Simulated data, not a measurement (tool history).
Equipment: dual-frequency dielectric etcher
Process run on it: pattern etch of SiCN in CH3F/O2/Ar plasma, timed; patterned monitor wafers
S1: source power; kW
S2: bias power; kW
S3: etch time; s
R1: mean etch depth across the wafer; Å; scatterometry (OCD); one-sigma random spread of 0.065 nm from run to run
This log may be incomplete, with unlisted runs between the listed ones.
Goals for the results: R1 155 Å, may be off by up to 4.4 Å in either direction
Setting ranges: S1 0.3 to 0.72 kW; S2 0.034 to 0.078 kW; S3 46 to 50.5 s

Run 1, hour 0: S1 0.51 kW, S2 0.056 kW, S3 50.5 s. Result: R1 173.1 Å.
Run 2, hour 2.9: S1 0.54 kW, S2 0.056 kW, S3 50.5 s. Result: R1 177.67 Å.
Run 3, hour 8.7: S1 0.54 kW, S2 0.063 kW, S3 50.5 s. Result: R1 186.06 Å.
Run 4, hour 15.1: S1 0.54 kW, S2 0.069 kW, S3 50.5 s. Result: R1 192.71 Å.
Run 5, hour 21: S1 0.6 kW, S2 0.069 kW, S3 50.5 s. Result: R1 199.87 Å.
Run 6, hour 25.9: S1 0.6 kW, S2 0.069 kW, S3 46 s. Result: R1 183.02 Å.
Run 7, hour 28.8: S1 0.57 kW, S2 0.066 kW, S3 46 s. Result: R1 175.05 Å.
Run 8, hour 35.5: S1 0.54 kW, S2 0.064 kW, S3 46 s. Result: R1 170.41 Å.

Pick the move, out of 4, that brings all results within their allowed miss; only one does.
Run A, hour 42.2: S1 0.46 kW, S2 0.058 kW, S3 46.5 s. Result: R1 ?.
Run B, hour 42.2: S1 0.42 kW, S2 0.065 kW, S3 50.5 s. Result: R1 ?.
Run C, hour 42.2: S1 0.55 kW, S2 0.061 kW, S3 46 s. Result: R1 ?.
Run D, hour 42.2: S1 0.55 kW, S2 0.065 kW, S3 49 s. Result: R1 ?.

move      R1
   A  156.95
   B  172.54
   C   169.3
   D  184.92
A: meets every target
B: further off than the last run
C: nearer the targets than the last run, but a result is still out of spec
D: further off than the last run
The move that meets every target is A.

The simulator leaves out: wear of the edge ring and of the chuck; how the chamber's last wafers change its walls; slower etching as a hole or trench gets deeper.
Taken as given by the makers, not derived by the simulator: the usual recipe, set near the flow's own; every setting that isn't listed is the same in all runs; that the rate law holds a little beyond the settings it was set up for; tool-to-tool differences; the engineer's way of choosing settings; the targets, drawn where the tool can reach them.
